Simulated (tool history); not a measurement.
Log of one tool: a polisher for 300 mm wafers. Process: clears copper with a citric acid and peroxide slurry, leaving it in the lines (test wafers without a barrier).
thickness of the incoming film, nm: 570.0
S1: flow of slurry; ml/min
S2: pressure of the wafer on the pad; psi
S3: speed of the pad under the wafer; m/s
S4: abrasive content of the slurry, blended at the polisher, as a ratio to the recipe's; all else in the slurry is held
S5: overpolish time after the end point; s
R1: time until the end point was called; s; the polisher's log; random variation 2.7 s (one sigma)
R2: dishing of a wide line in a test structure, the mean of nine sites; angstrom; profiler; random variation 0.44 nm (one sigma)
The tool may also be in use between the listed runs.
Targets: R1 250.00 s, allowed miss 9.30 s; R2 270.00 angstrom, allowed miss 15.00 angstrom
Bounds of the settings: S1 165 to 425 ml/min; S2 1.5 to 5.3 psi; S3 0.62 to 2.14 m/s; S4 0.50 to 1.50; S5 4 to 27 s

run,hour,S1,S2,S3,S4,S5,R1,R2
1,0.0,275,3.4,1.38,1.00,14,187.85,262.57
2,4.4,275,3.4,1.38,1.10,14,185.55,268.40
3,8.5,275,3.1,1.38,1.10,14,200.96,246.10
4,11.2,275,2.9,1.38,1.10,16,211.76,269.69
5,18.8,215,2.9,1.38,1.10,16,218.00,254.06
6,22.9,215,2.9,1.38,0.90,16,231.06,249.04
7,28.3,210,2.8,1.38,0.90,17,239.04,260.96
8,31.2,205,2.8,1.38,0.90,17,238.40,254.00

Which of these 5 next moves meets every target?
A,34.1,185,2.5,1.48,1.25,15,?,?
B,34.1,165,3.1,1.30,0.75,15,?,?
C,34.1,260,2.5,1.48,0.75,19,?,?
D,34.1,220,3.2,1.36,0.90,18,?,?
E,34.1,190,3.4,1.16,0.65,17,?,?

move,R1,R2
A,234.07,234.92
B,249.03,223.42
C,248.51,274.76
D,213.71,301.52
E,257.32,243.47
A: further off than the last run
B: brings the result that was furthest off to its target, and leaves another outside
C: meets every target
D: further off than the last run
E: brings the result that was furthest off to its target, and leaves another outside
The right move is C.
